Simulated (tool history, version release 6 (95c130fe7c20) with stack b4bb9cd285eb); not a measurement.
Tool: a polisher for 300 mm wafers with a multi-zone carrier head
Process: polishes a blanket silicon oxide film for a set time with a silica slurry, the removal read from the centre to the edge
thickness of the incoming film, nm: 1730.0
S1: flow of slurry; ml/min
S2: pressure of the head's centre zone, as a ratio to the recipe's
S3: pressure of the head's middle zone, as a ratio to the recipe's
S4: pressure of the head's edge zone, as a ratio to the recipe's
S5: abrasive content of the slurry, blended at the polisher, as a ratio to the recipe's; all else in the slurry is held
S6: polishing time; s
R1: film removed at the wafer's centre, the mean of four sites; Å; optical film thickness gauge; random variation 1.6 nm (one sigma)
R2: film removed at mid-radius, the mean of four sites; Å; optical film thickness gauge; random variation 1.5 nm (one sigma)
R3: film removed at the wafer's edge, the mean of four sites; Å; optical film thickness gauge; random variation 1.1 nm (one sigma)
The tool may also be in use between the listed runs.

| run | hour | S1 | S2 | S3 | S4 | S5 | S6 | R1 | R2 | R3 |
|---|---|---|---|---|---|---|---|---|---|---|
| 1 | 0.0 | 235 | 1.00 | 1.00 | 1.00 | 1.00 | 31 | 958.34 | 979.34 | 989.92 |
| 2 | 4.2 | 240 | 1.01 | 1.02 | 1.01 | 1.05 | 31 | 1001.50 | 1037.10 | 998.24 |
| 3 | 6.9 | 285 | 1.01 | 1.02 | 1.01 | 1.05 | 31 | 1007.90 | 1018.30 | 1011.60 |
| 4 | 8.5 | 285 | 1.01 | 1.02 | 0.94 | 1.05 | 31 | 1012.10 | 1032.40 | 982.85 |
| 5 | 16.7 | 285 | 1.01 | 1.03 | 0.95 | 1.10 | 31 | 1015.10 | 1056.90 | 997.93 |
| 6 | 25.7 | 285 | 1.01 | 1.03 | 0.95 | 1.10 | 36 | 1224.80 | 1228.50 | 1156.60 |
| 7 | 33.9 | 285 | 1.01 | 1.04 | 0.96 | 1.10 | 36 | 1192.90 | 1250.50 | 1175.00 |

Run 8 comes next. What will it give?
| 8 | 36.3 | 285 | 1.01 | 1.05 | 0.96 | 1.10 | 36 | ? | ? | ? |

Run 8 gave R1 1203.90 Å, R2 1233.30 Å, R3 1158.40 Å.
